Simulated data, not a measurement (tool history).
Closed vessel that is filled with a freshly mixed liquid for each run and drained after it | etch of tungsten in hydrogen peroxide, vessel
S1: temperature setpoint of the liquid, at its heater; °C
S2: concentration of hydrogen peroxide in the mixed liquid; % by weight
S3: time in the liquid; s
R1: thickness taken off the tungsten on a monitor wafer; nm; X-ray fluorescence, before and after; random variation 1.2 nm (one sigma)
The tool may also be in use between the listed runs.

run 1 hour=0.0 | S1=54.0 S2=21.0 S3=100 | R1=203.52
run 2 hour=0.9 | S1=54.0 S2=24.5 S3=100 | R1=220.84
run 3 hour=3.9 | S1=54.0 S2=24.5 S3=100 | R1=219.68
run 4 hour=10.6 | S1=54.0 S2=27.0 S3=100 | R1=231.16
run 5 hour=17.2 | S1=55.0 S2=27.0 S3=100 | R1=245.30
run 6 hour=19.5 | S1=55.0 S2=23.0 S3=100 | R1=226.15
run 7 hour=22.6 | S1=56.0 S2=23.0 S3=100 | R1=239.71
run 8 hour=25.9 | S1=57.0 S2=23.0 S3=100 | R1=255.28
run 9 hour=32.3 | S1=57.5 S2=23.0 S3=100 | R1=261.77
run 10 hour=40.7 | S1=57.5 S2=23.0 S3=100 | R1=262.37

Forecast run 11:
run 11 hour=41.9 | S1=58.0 S2=23.0 S3=100 | R1=?

R1: 269.92 nm
